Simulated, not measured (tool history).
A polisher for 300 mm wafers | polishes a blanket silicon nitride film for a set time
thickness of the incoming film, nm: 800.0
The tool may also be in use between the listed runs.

run,hour,flow of slurry (ml/min),pressure of the wafer on the pad (kPa),speed of the pad under the wafer (m/s),polishing time (s),film removed (angstrom)
1,0.0,170,16.5,1.38,91,1304.10
2,6.1,170,12.4,1.38,91,996.88
3,8.6,170,12.4,1.38,96,1035.10
4,11.3,170,11.7,1.38,96,986.36
5,12.0,170,11.7,1.38,91,929.44
6,18.2,160,11.0,1.38,91,869.94
7,23.1,155,11.0,1.38,91,872.38

Run 8 comes next. What will it give?
8,27.7,150,11.0,1.38,91,?

Run 8 gave film removed (angstrom) 885.64.
